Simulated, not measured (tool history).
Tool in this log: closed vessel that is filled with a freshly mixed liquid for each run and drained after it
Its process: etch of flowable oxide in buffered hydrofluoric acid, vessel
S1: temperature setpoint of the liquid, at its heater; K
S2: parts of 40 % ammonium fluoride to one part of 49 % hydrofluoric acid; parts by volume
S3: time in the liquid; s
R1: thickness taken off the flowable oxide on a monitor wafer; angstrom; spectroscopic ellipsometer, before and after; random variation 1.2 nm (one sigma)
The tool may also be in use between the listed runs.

run,day,S1,S2,S3,R1
1,0.000,296.15,11.0,90,2887.7
2,0.175,296.15,8.5,90,3581.1
3,0.292,296.15,8.5,90,3573.9
4,0.667,295.15,9.5,90,3080.1
5,0.779,295.15,11.0,90,2753.2
6,0.900,292.15,11.0,90,2296.4

Expected results for the next run?
7,1.125,291.65,11.5,90,?

{"run 7": {"R1": 2143.6}}
